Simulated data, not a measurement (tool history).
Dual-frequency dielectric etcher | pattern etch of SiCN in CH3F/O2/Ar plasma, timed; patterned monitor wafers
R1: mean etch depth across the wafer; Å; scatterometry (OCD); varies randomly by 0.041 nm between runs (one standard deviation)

Run 1, day 0.000: source power (kW) 0.520, bias power (kW) 0.067, etch time (s) 32.0. Result: R1 119.94 Å.
Run 2, day 0.033: source power (kW) 0.570, bias power (kW) 0.067, etch time (s) 32.0. Result: R1 125.65 Å.
Run 3, day 0.125: source power (kW) 0.570, bias power (kW) 0.067, etch time (s) 32.0. Result: R1 126.12 Å.
Run 4, day 0.246: source power (kW) 0.570, bias power (kW) 0.073, etch time (s) 32.0. Result: R1 130.21 Å.
Run 5, day 0.396: source power (kW) 0.570, bias power (kW) 0.078, etch time (s) 32.0. Result: R1 132.16 Å.
Run 6, day 0.750: source power (kW) 0.510, bias power (kW) 0.072, etch time (s) 31.5. Result: R1 118.09 Å.
Run 7, day 0.962: source power (kW) 0.470, bias power (kW) 0.071, etch time (s) 31.5. Result: R1 111.69 Å.

The next listed run, before its measurement:
Run 8, day 1.221: source power (kW) 0.470, bias power (kW) 0.071, etch time (s) 31.5. Result: R1 ?.

Run 8 yielded R1 112.40 Å.
